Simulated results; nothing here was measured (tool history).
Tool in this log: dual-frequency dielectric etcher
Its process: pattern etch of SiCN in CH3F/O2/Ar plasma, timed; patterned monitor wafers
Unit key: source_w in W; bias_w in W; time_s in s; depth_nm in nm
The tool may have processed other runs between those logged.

run	hour	source_w	bias_w	time_s	depth_nm
1	0	330	84	85	32.023
2	5.6	330	84	88.5	33.258
3	10	330	92	88.5	34.396
4	15.2	340	93	88.5	35.095
5	22.4	350	94	88.5	35.883
6	28.7	350	88	88.5	34.91
7	34.7	360	88	88.5	34.854

Run 8 has not been measured yet. What should we expect?
8	39.7	420	93	88.5	?

{"run 8": {"depth_nm": 38.52}}
